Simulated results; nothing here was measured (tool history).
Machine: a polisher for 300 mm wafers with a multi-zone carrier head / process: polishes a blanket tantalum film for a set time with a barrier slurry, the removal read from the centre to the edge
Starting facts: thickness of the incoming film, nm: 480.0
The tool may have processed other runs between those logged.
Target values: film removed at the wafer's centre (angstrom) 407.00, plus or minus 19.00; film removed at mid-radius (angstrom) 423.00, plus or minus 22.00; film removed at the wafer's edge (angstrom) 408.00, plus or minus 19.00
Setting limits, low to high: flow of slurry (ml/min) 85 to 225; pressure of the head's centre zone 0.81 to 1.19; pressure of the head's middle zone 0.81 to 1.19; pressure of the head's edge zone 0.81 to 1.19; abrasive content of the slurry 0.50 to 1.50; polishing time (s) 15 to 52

| run | hour | flow of slurry (ml/min) | pressure of the head's centre zone | pressure of the head's middle zone | pressure of the head's edge zone | abrasive content of the slurry | polishing time (s) | film removed at the wafer's centre (angstrom) | film removed at mid-radius (angstrom) | film removed at the wafer's edge (angstrom) |
|---|---|---|---|---|---|---|---|---|---|---|
| 1 | 0.0 | 145 | 1.00 | 1.00 | 1.00 | 1.00 | 33 | 574.29 | 572.93 | 576.75 |
| 2 | 7.9 | 145 | 1.00 | 1.00 | 1.00 | 1.00 | 40 | 678.11 | 706.82 | 699.94 |
| 3 | 14.7 | 140 | 0.98 | 1.00 | 0.97 | 0.85 | 36 | 598.36 | 598.68 | 601.80 |
| 4 | 22.7 | 135 | 0.95 | 1.02 | 0.95 | 0.75 | 33 | 512.92 | 558.53 | 527.64 |
| 5 | 25.1 | 135 | 0.95 | 1.02 | 0.87 | 0.75 | 33 | 503.58 | 546.12 | 507.33 |
| 6 | 28.9 | 100 | 0.95 | 1.02 | 0.87 | 0.75 | 33 | 459.92 | 502.49 | 471.35 |
| 7 | 32.4 | 95 | 0.95 | 1.01 | 0.86 | 0.70 | 32 | 442.67 | 459.98 | 456.18 |
| 8 | 33.5 | 95 | 0.95 | 1.02 | 0.85 | 0.65 | 31 | 418.92 | 450.13 | 433.69 |

Which single option among these 4 for the next run brings every result within its allowed miss of target? Just one does.
| A | 34.6 | 85 | 0.91 | 1.05 | 0.86 | 0.60 | 36 | ? | ? | ? |
| B | 34.6 | 110 | 1.02 | 1.05 | 0.81 | 0.60 | 27 | ? | ? | ? |
| C | 34.6 | 85 | 1.01 | 1.03 | 0.90 | 0.50 | 31 | ? | ? | ? |
| D | 34.6 | 95 | 1.00 | 0.98 | 0.81 | 0.55 | 27 | ? | ? | ? |

| move | film removed at the wafer's centre (angstrom) | film removed at mid-radius (angstrom) | film removed at the wafer's edge (angstrom) |
|---|---|---|---|
| A | 440.19 | 507.01 | 471.08 |
| B | 406.37 | 411.67 | 362.99 |
| C | 405.29 | 413.35 | 398.77 |
| D | 372.10 | 365.70 | 346.56 |
A: moves away from the targets compared with the last run
B: takes the biggest miss from the last run beyond its target
C: in spec on every target
D: takes the biggest miss from the last run beyond its target
Move C is the one to make.
